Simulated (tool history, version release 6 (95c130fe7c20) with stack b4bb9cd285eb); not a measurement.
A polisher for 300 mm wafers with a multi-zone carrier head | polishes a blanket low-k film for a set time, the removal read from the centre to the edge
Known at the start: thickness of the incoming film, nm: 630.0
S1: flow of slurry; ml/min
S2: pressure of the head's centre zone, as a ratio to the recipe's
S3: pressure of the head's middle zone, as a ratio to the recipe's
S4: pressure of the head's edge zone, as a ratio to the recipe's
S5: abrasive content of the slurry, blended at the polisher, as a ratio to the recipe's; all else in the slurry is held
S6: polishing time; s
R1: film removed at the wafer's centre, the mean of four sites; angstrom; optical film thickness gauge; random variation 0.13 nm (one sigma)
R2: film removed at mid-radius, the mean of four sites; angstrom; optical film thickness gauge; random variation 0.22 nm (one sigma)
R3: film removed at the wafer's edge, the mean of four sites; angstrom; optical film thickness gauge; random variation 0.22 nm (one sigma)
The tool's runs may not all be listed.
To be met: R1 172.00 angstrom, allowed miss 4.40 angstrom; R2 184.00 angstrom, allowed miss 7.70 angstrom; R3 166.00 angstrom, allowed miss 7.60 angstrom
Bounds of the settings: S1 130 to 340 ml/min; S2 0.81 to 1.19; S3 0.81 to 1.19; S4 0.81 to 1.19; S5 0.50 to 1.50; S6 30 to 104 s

run    day   S1    S2    S3    S4    S5  S6      R1      R2      R3
  1  0.000  220  1.00  1.00  1.00  1.00  67  293.07  286.79  289.48
  2  0.129  220  1.03  1.00  1.00  1.00  67  298.66  283.12  298.08
  3  0.450  215  1.00  0.99  0.97  0.90  65  270.77  264.71  272.25
  4  0.733  215  0.92  0.99  0.97  0.90  65  246.77  259.75  282.05
  5  0.804  220  0.94  1.01  0.95  0.85  61  232.67  250.05  251.66
  6  1.083  225  0.95  1.01  0.94  0.80  58  220.97  234.42  222.94
  7  1.250  235  0.94  1.00  0.93  0.75  57  209.11  222.24  219.63
  8  1.608  235  0.94  1.00  0.92  0.70  56  199.36  209.87  207.71

5 next moves are on the table. One of them brings every result within its allowed miss. Which?
  A  1.967  235  1.01  1.10  0.94  0.65  46   ?   ?   ?
  B  1.967  235  1.00  0.95  0.90  0.55  50   ?   ?   ?
  C  1.967  185  0.86  1.14  0.91  0.75  49   ?   ?   ?
  D  1.967  250  1.08  1.19  0.82  0.70  42   ?   ?   ?
  E  1.967  200  0.94  0.96  0.90  0.60  49   ?   ?   ?

move      R1      R2      R3
   A  171.43  177.45  166.47
   B  171.43  160.16  165.26
   C  159.86  200.92  181.58
   D  174.21  179.14  148.03
   E  160.57  161.32  165.84
A: meets every target
B: brings the result that was furthest off to its target, and leaves another outside
C: takes the result that was furthest off past its target
D: brings the result that was furthest off to its target, and leaves another outside
E: takes the result that was furthest off past its target
Answer: A
